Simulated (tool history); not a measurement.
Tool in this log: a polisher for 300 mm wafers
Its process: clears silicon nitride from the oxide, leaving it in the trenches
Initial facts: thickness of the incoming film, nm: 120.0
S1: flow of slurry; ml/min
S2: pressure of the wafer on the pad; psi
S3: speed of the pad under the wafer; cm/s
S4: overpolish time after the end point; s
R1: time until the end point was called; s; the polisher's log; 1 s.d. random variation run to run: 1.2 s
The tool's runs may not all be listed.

| run | hour | S1 | S2 | S3 | S4 | R1 |
|---|---|---|---|---|---|---|
| 1 | 0.0 | 180 | 2.3 | 100 | 10 | 143.75 |
| 2 | 0.9 | 180 | 2.5 | 100 | 10 | 133.67 |
| 3 | 9.4 | 180 | 2.6 | 100 | 10 | 134.92 |
| 4 | 16.9 | 180 | 2.8 | 100 | 10 | 127.45 |
| 5 | 22.3 | 180 | 2.8 | 92 | 10 | 137.46 |
| 6 | 25.5 | 180 | 3.0 | 92 | 10 | 134.32 |
| 7 | 30.9 | 185 | 3.2 | 94 | 10 | 123.59 |

Run 8 has not been measured yet. What should we expect?
|  | 32.3 | head pressure recalibrated |
| 8 | 32.3 | 185 | 3.3 | 96 | 10 | ? |

{"run 8": {"R1": 115.16}}
